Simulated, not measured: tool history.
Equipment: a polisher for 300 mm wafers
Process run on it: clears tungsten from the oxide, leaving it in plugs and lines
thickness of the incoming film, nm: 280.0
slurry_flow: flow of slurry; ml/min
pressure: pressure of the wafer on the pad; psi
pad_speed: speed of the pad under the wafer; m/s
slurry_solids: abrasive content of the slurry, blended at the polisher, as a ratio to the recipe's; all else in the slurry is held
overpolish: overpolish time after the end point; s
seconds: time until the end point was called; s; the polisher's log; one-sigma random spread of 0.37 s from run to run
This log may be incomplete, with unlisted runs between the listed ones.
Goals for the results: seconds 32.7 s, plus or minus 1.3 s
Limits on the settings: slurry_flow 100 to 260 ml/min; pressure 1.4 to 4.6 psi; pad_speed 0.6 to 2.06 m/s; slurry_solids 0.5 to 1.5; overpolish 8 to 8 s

run	day	slurry_flow	pressure	pad_speed	slurry_solids	overpolish	seconds
1	0	165	3	1.32	1	8	50.708
2	0.317	170	3.3	1.32	1	8	47.004
3	0.625	170	3.6	1.34	1	8	42.852
4	0.85	170	3.9	1.34	1	8	41.452
5	0.925	170	3.9	1.34	0.85	8	43.657
6	0.992	175	4.1	1.38	0.85	8	39.63
7	1.104	180	4.2	1.4	0.85	8	38.337
8	1.288	180	4.3	1.42	0.85	8	37.12

Which one of the following 5 next-run settings gets every result inside its allowed miss? There is exactly one.
A	1.471	190	4	1.28	0.8	8	?
B	1.471	180	4.4	1.38	0.75	8	?
C	1.471	170	4.5	1.56	0.9	8	?
D	1.471	195	3.9	1.26	0.95	8	?
E	1.471	180	3.4	1.32	0.8	8	?

move	seconds
A	43.942
B	38.964
C	32.375
D	43.026
E	48.647
A: misses by more than the last run did
B: misses by more than the last run did
C: all results land within tolerance of their targets
D: misses by more than the last run did
E: misses by more than the last run did
C is the move that brings every result within its allowed miss.
